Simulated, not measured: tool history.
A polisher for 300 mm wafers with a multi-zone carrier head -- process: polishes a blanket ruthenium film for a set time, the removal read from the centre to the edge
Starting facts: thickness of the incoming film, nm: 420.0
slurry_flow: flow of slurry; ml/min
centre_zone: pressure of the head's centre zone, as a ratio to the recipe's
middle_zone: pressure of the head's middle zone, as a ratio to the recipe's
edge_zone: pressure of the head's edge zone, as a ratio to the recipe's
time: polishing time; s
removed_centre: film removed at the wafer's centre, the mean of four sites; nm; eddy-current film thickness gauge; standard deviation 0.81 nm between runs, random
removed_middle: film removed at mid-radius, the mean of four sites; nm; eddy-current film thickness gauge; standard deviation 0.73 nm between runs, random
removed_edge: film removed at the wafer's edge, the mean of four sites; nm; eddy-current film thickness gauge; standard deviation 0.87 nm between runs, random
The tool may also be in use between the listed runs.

run	hour	slurry_flow	centre_zone	middle_zone	edge_zone	time	removed_centre	removed_middle	removed_edge
1	0	280	1	1	1	41	56.328	56.376	58.965
2	6.9	280	1.08	1	1	41	61.314	57.081	58.848
3	11.4	280	1.07	1	1.02	42	61.06	58.103	60.429
4	13.1	280	1.07	0.99	1.03	43	61.983	59.492	62.268
5	20.5	280	1.07	0.93	1.03	43	63.575	56.117	63.97
6	26	280	1.07	0.93	1.1	43	62.253	55.032	63.921
7	29.6	280	1.06	0.93	1.1	44	64.363	55.378	65.469

Run 8 has not been measured yet. What should we expect?
8	32.6	295	0.96	1.03	1.19	50	?	?	?

removed_centre: 65.519 nm
removed_middle: 70.621 nm
removed_edge: 77.242 nm
